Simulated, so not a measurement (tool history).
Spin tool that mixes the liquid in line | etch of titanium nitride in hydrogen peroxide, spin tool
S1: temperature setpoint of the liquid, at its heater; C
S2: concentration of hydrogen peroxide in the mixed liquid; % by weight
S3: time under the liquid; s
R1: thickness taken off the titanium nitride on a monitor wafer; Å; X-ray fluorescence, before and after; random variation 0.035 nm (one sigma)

{"run": 1, "day": 0.0, "S1": 56.0, "S2": 18, "S3": 100, "R1": 79.47}
{"run": 2, "day": 0.35, "S1": 56.0, "S2": 18, "S3": 100, "R1": 79.227}
{"run": 3, "day": 0.408, "S1": 55.0, "S2": 18, "S3": 100, "R1": 74.827}
{"run": 4, "day": 0.692, "S1": 55.0, "S2": 16, "S3": 100, "R1": 71.954}
{"run": 5, "day": 0.962, "S1": 55.0, "S2": 16, "S3": 100, "R1": 71.226}
{"run": 6, "day": 0.996, "S1": 54.0, "S2": 16, "S3": 100, "R1": 67.106}
{"run": 7, "day": 1.15, "S1": 53.5, "S2": 16, "S3": 100, "R1": 63.415}
{"run": 8, "day": 1.358, "S1": 53.5, "S2": 16, "S3": 100, "R1": 64.657}
{"run": 9, "day": 1.696, "S1": 53.0, "S2": 16, "S3": 100, "R1": 62.756}
{"run": 10, "day": 2.029, "S1": 52.5, "S2": 16, "S3": 100, "R1": 59.72}
{"run": 11, "day": 2.058, "S1": 52.0, "S2": 16, "S3": 100, "R1": 57.075}

Forecast run 12:
{"run": 12, "day": 2.192, "S1": 51.5, "S2": 16, "S3": 100, "R1": "?"}

R1: 56.036 Å

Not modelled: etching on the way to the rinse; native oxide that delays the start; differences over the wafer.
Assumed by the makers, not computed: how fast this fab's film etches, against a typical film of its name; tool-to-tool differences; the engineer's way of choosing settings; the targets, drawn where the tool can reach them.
